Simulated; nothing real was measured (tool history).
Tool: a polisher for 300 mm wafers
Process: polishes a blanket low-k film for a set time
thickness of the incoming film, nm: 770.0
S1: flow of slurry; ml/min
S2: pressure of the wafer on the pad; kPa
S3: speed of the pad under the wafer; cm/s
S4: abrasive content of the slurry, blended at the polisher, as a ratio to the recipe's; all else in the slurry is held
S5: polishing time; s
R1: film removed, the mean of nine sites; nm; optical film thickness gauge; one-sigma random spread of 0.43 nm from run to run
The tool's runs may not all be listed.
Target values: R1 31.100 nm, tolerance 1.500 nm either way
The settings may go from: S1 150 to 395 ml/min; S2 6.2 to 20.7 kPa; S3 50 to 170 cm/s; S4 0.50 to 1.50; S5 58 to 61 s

run	day	S1	S2	S3	S4	S5	R1
1	0.000	250	13.1	110	1.00	58	23.976
2	0.271	250	13.8	110	1.00	58	25.286
3	0.346	250	13.8	94	1.00	58	23.410
4	0.625	250	13.8	94	1.15	58	24.289
5	0.650	250	14.5	94	1.15	58	25.251
6	0.917	250	14.5	104	1.15	58	26.166
7	1.196	250	15.2	104	1.15	58	27.694
8	1.325	250	15.9	104	1.15	58	29.388

Exactly one of the 5 candidate moves below puts every result within its allowed miss. Which one?
A	1.454	200	14.5	120	1.15	58	?
B	1.454	245	15.2	92	1.15	60	?
C	1.454	245	14.5	94	1.20	61	?
D	1.454	185	17.9	86	1.25	61	?
E	1.454	295	17.2	84	0.90	59	?

move	R1
A	27.311
B	26.315
C	26.193
D	29.988
E	26.480
A: misses by more than the last run did
B: misses by more than the last run did
C: misses by more than the last run did
D: all results land within tolerance of their targets
E: misses by more than the last run did
Go with D: it meets all targets.

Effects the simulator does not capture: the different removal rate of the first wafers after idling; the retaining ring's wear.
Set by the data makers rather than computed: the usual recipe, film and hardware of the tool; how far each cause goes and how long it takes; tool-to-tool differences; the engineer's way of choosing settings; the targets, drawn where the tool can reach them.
